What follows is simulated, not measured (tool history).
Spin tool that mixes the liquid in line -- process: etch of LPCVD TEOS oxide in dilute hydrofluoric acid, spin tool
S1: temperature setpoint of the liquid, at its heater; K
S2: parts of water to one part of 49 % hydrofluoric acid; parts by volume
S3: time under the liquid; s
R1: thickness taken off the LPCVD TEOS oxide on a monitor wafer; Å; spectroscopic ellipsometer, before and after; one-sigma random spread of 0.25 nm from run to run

run	hour	S1	S2	S3	R1
1	0.0	295.15	250	220	258.62
2	4.7	296.15	235	220	288.23
3	13.0	296.15	235	220	287.34
4	17.6	298.65	235	220	313.70
5	23.0	299.15	220	220	346.97
6	24.4	299.65	210	220	374.83
7	26.6	300.15	200	220	406.50
8	31.4	300.65	190	220	438.52
9	40.0	303.15	110	220	920.23
10	46.4	302.65	110	220	908.25
11	53.3	301.65	110	220	869.49
12	55.0	301.15	110	220	854.09
13	61.6	300.65	110	220	841.44
14	65.0	300.15	110	220	828.53

Expected results for the next run?
# hour 73.7: thermometer replaced
15	73.7	299.65	110	220	?

R1: 754.27 Å

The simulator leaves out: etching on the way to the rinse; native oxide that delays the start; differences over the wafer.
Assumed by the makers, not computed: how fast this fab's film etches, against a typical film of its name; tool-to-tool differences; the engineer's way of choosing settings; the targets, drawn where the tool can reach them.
